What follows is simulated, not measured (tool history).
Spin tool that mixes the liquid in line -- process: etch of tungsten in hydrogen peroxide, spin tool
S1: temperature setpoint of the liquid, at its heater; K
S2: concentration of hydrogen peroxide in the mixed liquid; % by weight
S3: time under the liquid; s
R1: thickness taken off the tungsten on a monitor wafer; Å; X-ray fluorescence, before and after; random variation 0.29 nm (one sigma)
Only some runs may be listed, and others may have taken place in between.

{"run": 1, "day": 0.0, "S1": 321.15, "S2": 20.0, "S3": 85, "R1": 827.27}
{"run": 2, "day": 0.371, "S1": 321.15, "S2": 20.0, "S3": 95, "R1": 930.57}
{"run": 3, "day": 0.604, "S1": 325.65, "S2": 20.0, "S3": 95, "R1": 1226.5}
{"run": 4, "day": 0.754, "S1": 325.65, "S2": 20.0, "S3": 95, "R1": 1244.3}
{"run": 5, "day": 0.879, "S1": 325.65, "S2": 22.0, "S3": 95, "R1": 1283.0}
{"run": 6, "day": 0.971, "S1": 328.15, "S2": 22.0, "S3": 95, "R1": 1483.8}
{"run": 7, "day": 1.012, "S1": 323.65, "S2": 22.0, "S3": 95, "R1": 1130.3}
{"run": 8, "day": 1.042, "S1": 320.65, "S2": 22.0, "S3": 95, "R1": 944.19}

Expected results for the next run?
{"run": 9, "day": 1.358, "S1": 318.15, "S2": 22.0, "S3": 95, "R1": "?"}

{"run 9": {"R1": 806.53}}

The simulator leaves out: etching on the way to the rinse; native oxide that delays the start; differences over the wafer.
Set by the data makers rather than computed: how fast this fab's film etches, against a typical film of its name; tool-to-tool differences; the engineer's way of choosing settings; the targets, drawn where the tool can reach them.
